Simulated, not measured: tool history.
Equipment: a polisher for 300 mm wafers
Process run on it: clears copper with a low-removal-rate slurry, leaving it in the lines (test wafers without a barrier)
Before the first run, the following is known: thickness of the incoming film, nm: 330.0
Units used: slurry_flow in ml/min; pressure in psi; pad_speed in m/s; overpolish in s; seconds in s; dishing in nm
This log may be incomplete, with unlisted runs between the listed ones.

| run | day | slurry_flow | pressure | pad_speed | slurry_solids | overpolish | seconds | dishing |
|---|---|---|---|---|---|---|---|---|
| 1 | 0.000 | 155 | 2.2 | 1.04 | 1.0 | 27 | 143.55 | 43.166 |
| 2 | 0.183 | 155 | 2.3 | 1.04 | 1.0 | 25 | 136.98 | 42.028 |
| 3 | 0.521 | 155 | 2.6 | 1.04 | 1.0 | 25 | 123.96 | 47.400 |
| 4 | 0.871 | 155 | 2.2 | 1.04 | 1.0 | 25 | 145.69 | 41.335 |
| 5 | 1.188 | 155 | 1.9 | 1.04 | 1.0 | 25 | 169.12 | 35.257 |
| 6 | 1.408 | 125 | 1.9 | 1.04 | 1.0 | 25 | 171.96 | 34.946 |
| 7 | 1.675 | 125 | 2.0 | 1.04 | 1.0 | 23 | 166.46 | 33.805 |

Predict the results of run 8:
| 8 | 1.896 | 130 | 2.1 | 1.04 | 1.0 | 22 | ? | ? |

Run 8 measured seconds 155.79 s, dishing 34.056 nm.

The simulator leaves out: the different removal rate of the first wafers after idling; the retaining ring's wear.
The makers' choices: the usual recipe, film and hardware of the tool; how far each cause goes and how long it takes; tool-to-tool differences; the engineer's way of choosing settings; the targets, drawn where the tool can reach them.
